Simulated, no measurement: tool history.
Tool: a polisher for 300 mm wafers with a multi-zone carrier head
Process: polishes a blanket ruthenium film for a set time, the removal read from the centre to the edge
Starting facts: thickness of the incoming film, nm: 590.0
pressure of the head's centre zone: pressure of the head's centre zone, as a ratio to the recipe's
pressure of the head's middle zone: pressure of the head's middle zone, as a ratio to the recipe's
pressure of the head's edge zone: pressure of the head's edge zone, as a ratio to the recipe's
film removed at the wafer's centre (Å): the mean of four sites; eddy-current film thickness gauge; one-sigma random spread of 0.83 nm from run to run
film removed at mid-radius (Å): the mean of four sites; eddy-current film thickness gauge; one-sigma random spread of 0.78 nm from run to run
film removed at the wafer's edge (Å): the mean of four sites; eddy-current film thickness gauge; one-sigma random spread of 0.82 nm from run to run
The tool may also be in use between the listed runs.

run,hour,flow of slurry (ml/min),pressure of the head's centre zone,pressure of the head's middle zone,pressure of the head's edge zone,polishing time (s),film removed at the wafer's centre (Å),film removed at mid-radius (Å),film removed at the wafer's edge (Å)
1,0.0,165,1.00,1.00,1.00,60,712.87,705.94,710.99
2,7.9,165,1.00,1.00,1.00,66,782.61,777.78,794.26
3,11.3,165,1.00,1.00,1.00,59,689.36,700.18,705.46
4,12.5,170,0.98,0.99,1.03,61,711.11,719.69,738.75
5,17.8,170,0.98,0.99,1.03,47,547.24,541.91,573.80
6,23.4,170,0.98,1.06,1.03,47,541.77,578.64,572.96
7,27.0,170,0.96,1.04,1.06,52,591.46,648.98,641.21
8,28.7,170,0.94,1.00,1.08,55,613.08,656.50,692.84
9,36.6,175,0.93,0.99,1.10,57,626.18,675.02,712.36
10,43.3,165,0.92,0.98,1.11,60,653.52,685.83,759.42
11,52.0,165,0.91,0.98,1.12,62,670.30,713.19,787.49
12,54.1,170,0.90,0.97,1.13,64,688.95,742.45,817.25
13,61.9,170,0.89,0.97,1.14,66,695.04,755.83,855.41
14,65.0,220,0.86,0.98,1.19,71,775.28,841.20,950.84
15,68.0,220,0.85,0.98,1.19,71,769.44,849.76,934.22

Run 16 has not been measured yet. What should we expect?
16,69.0,215,0.85,0.97,1.19,71,?,?,?

Logged for run 16: film removed at the wafer's centre (Å) 744.39, film removed at mid-radius (Å) 837.77, film removed at the wafer's edge (Å) 939.50.

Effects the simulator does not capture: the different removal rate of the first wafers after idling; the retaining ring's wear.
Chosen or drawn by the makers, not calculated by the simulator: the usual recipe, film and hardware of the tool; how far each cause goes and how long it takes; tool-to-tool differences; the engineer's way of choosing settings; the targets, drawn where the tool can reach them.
